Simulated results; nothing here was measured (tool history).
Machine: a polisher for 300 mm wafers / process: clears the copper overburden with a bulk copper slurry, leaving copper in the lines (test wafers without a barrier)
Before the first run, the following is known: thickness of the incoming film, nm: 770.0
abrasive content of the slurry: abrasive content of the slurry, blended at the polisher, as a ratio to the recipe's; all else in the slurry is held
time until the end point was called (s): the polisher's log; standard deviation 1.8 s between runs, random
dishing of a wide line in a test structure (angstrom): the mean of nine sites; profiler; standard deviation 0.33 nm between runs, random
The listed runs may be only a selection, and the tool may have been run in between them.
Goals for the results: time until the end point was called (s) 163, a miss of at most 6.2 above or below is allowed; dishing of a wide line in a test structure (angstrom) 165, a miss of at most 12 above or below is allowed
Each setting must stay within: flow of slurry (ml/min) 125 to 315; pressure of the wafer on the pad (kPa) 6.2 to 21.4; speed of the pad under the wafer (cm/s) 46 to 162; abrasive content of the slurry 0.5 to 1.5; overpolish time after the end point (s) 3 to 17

run,hour,flow of slurry (ml/min),pressure of the wafer on the pad (kPa),speed of the pad under the wafer (cm/s),abrasive content of the slurry,overpolish time after the end point (s),time until the end point was called (s),dishing of a wide line in a test structure (angstrom)
1,0,205,13.8,104,1,9,135.79,305.54
2,6.8,235,13.8,104,1,9,134.44,335.47
3,7.8,220,13.1,104,1,7,141.8,241.84
4,12.3,210,12.4,104,1,6,151.73,209.66
5,15.8,200,12.4,104,1,6,150.67,204.19
6,18.9,195,12.4,104,1,6,153.69,205.04
7,20.9,190,12.4,104,1,6,152.82,202.26
8,25.3,190,11,104,1,4,169.8,123.46
9,28.1,195,11,102,1,4,169.59,123.59

Which single option among these 5 for the next run brings every result within its allowed miss of target? Just one does.
A,30.9,125,12.4,112,1.15,4,?,?
B,30.9,200,12.4,98,0.95,5,?,?
C,30.9,205,11,112,0.95,3,?,?
D,30.9,205,9.7,118,0.85,8,?,?
E,30.9,195,10.3,112,1.1,3,?,?

move,time until the end point was called (s),dishing of a wide line in a test structure (angstrom)
A,155.89,135.87
B,160.9,161.29
C,158.88,102.25
D,175.91,220.65
E,165.96,98.033
A: closes in on the targets versus the last run, not all within tolerance yet
B: all results in spec
C: further off than the last run
D: pushes the last run's worst result past its target
E: further off than the last run
So the answer is move B, the one that meets all the targets.

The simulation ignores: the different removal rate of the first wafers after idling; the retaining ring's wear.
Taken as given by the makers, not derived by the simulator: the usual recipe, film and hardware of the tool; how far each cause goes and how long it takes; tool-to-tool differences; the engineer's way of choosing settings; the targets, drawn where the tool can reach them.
